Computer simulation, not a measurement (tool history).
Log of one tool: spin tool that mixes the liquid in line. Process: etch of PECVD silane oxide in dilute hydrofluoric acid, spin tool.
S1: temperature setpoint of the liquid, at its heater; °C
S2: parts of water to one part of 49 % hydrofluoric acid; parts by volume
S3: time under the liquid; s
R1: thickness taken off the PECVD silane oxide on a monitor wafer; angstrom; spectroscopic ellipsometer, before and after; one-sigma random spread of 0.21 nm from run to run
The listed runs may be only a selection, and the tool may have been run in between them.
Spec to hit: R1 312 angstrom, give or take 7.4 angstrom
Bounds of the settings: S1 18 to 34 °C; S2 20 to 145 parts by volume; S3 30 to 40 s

run,hour,S1,S2,S3,R1
1,0,26,80,40,174.75
2,6,26,55,40,261.94
3,14.7,26.5,55,40,267.22
4,21.8,26.5,80,40,179.23
5,28.5,26.5,80,40,179.73
6,31.7,26.5,80,30,134.01
# hour 34.3: hydrofluoric acid flow meter replaced
7,34.3,27.5,75,30,143.37
8,39,31.5,45,30,289.53

Exactly one of the 4 candidate moves below puts every result within its allowed miss. Which one?
A,43.7,30,40,30,?
B,43.7,31,50,35,?
C,43.7,33,55,40,?
D,43.7,28,35,30,?

move,R1
A,308.57
B,294.88
C,328.25
D,328.02
A: every result within its allowed miss
B: nearer the targets than the last run, but a result is still out of spec
C: moves the result that the last run missed by most past its target, out the other side
D: moves the result that the last run missed by most past its target, out the other side
The right move is A.
